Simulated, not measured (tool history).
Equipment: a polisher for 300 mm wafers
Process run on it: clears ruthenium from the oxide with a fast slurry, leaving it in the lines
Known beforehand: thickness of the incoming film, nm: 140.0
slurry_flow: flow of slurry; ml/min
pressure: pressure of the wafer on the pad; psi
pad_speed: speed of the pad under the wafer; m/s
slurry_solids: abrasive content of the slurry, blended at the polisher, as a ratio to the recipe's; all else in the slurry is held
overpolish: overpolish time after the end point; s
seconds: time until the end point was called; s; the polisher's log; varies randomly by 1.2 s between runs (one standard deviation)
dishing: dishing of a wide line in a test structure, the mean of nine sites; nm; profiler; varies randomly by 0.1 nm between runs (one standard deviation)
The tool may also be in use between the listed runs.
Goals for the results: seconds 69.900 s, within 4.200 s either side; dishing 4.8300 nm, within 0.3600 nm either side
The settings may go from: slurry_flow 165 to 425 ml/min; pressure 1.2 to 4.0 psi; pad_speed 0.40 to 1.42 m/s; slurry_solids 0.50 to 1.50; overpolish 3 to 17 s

run,hour,slurry_flow,pressure,pad_speed,slurry_solids,overpolish,seconds,dishing
1,0.0,275,2.6,0.90,1.00,9,31.749,30.1360
2,1.7,270,2.3,0.74,0.95,7,44.377,16.2990
3,7.6,270,2.7,0.74,0.95,7,36.972,19.3710
4,11.0,215,2.7,0.74,0.95,7,38.310,19.4280
5,12.2,280,2.5,0.64,0.85,6,50.034,13.2380
6,20.0,325,2.1,0.56,1.05,5,58.561,9.7643
7,24.4,355,1.9,0.50,1.20,4,67.006,6.5649
8,31.2,365,1.8,0.50,1.30,4,68.137,6.5353
9,37.5,385,1.8,0.48,1.35,4,67.196,6.3270
10,40.6,400,1.7,0.48,1.40,4,70.801,6.2509

Of the 5 settings listed for the next run, only one would bring every result within its allowed miss of target. Which one?
A,43.7,350,1.7,0.44,1.35,3,?,?
B,43.7,425,1.9,0.44,1.45,3,?,?
C,43.7,410,1.7,0.44,1.35,3,?,?
D,43.7,415,1.3,0.52,1.45,3,?,?
E,43.7,370,1.5,0.56,1.30,5,?,?

move,seconds,dishing
A,78.622,4.2518
B,67.724,4.9247
C,77.710,4.3010
D,83.102,4.0257
E,71.307,7.7204
A: takes the result that was furthest off past its target
B: meets every target
C: takes the result that was furthest off past its target
D: takes the result that was furthest off past its target
E: moves away from the targets compared with the last run
Go with B: it meets all targets.
